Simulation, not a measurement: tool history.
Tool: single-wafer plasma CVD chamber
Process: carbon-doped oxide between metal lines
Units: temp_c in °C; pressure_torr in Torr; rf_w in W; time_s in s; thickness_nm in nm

run,hour,temp_c,pressure_torr,rf_w,time_s,thickness_nm
1,0,340,6.56,390,13.6,61.717
2,7.6,338,6.68,395,13.6,63.022
3,12.9,338,5.82,395,13.6,61.287
4,14.5,336,6.03,395,13.6,61.961
5,17.8,329,6.03,395,13.6,63.851
6,22.5,339,6.03,395,13.6,61.603
7,29.9,337,6.2,395,13.6,62.144
8,31.1,325,7.19,420,13.6,69.957
9,35.1,325,7.19,420,13.6,70.116

Run 10 comes next. What will it give?
10,38.3,326,7.16,420,13.6,?

{"run 10": {"thickness_nm": 69.573}}
